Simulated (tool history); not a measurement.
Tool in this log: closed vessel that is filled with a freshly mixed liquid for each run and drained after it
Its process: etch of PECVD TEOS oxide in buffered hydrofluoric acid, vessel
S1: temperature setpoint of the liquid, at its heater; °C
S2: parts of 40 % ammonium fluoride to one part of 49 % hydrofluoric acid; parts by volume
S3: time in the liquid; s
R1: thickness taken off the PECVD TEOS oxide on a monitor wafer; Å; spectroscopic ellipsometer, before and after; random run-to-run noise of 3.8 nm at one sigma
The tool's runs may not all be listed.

Run 1, hour 0: S1 25 °C, S2 12 parts by volume, S3 95 s. Result: R1 2586.6 Å.
Run 2, hour 3.3: S1 26.5 °C, S2 11 parts by volume, S3 95 s. Result: R1 3046.3 Å.
Run 3, hour 8.3: S1 27.5 °C, S2 10 parts by volume, S3 95 s. Result: R1 3543.1 Å.
Run 4, hour 11.6: S1 28.5 °C, S2 9.5 parts by volume, S3 95 s. Result: R1 3858.2 Å.
Run 5, hour 13.9: S1 28.5 °C, S2 9.5 parts by volume, S3 95 s. Result: R1 3868.2 Å.
Run 6, hour 19.6: S1 28.5 °C, S2 9.5 parts by volume, S3 105 s. Result: R1 4283.6 Å.
Run 7, hour 20.7: S1 32 °C, S2 7.5 parts by volume, S3 105 s. Result: R1 6553.1 Å.
At hour 29.6: thermometer replaced.
Run 8, hour 29.6: S1 32 °C, S2 7.5 parts by volume, S3 105 s. Result: R1 7150 Å.
Run 9, hour 34.8: S1 31.5 °C, S2 7.5 parts by volume, S3 105 s. Result: R1 7052.2 Å.
Run 10, hour 41.8: S1 31 °C, S2 7.5 parts by volume, S3 105 s. Result: R1 6826.7 Å.
Run 11, hour 44.1: S1 30.5 °C, S2 7.5 parts by volume, S3 105 s. Result: R1 6569.5 Å.
Run 12, hour 51: S1 30 °C, S2 7.5 parts by volume, S3 105 s. Result: R1 6566.2 Å.
Run 13, hour 56.4: S1 29.5 °C, S2 7.5 parts by volume, S3 105 s. Result: R1 6270.9 Å.

Estimate the outcome of run 14 from the log above:
Run 14, hour 60.4: S1 29 °C, S2 7.5 parts by volume, S3 105 s. Result: R1 ?.

R1: 6192.2 Å
